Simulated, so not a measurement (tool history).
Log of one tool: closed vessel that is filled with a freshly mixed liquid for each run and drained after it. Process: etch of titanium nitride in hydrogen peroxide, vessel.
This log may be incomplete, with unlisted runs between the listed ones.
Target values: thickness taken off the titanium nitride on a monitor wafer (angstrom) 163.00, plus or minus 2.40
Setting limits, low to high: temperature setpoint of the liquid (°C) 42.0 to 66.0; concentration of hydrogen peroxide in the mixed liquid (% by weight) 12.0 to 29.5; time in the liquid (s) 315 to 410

run	day	temperature setpoint of the liquid (°C)	concentration of hydrogen peroxide in the mixed liquid (% by weight)	time in the liquid (s)	thickness taken off the titanium nitride on a monitor wafer (angstrom)
1	0.000	58.0	20.0	410	195.52
2	0.133	57.5	20.0	410	191.27
3	0.212	57.5	20.0	410	189.98
4	0.283	57.0	20.0	410	181.62
5	0.446	56.0	20.0	410	172.32
6	0.496	55.5	20.0	410	165.90
7	0.604	55.0	20.0	410	159.45
8	0.767	55.5	20.0	410	165.45

4 candidate next runs follow, results not yet known. Just one meets every target within its allowed miss. Identify it.
A	0.929	56.5	21.5	355	?
B	0.929	56.5	18.5	400	?
C	0.929	57.5	22.5	335	?
D	0.929	58.5	19.5	330	?

move	thickness taken off the titanium nitride on a monitor wafer (angstrom)
A	156.62
B	170.89
C	159.87
D	163.51
A: the result that was furthest off in the last run now lies on the other side of its target
B: the biggest miss grows against the last run
C: the result that was furthest off in the last run now lies on the other side of its target
D: all results land within tolerance of their targets
So the answer is move D, the one that meets all the targets.

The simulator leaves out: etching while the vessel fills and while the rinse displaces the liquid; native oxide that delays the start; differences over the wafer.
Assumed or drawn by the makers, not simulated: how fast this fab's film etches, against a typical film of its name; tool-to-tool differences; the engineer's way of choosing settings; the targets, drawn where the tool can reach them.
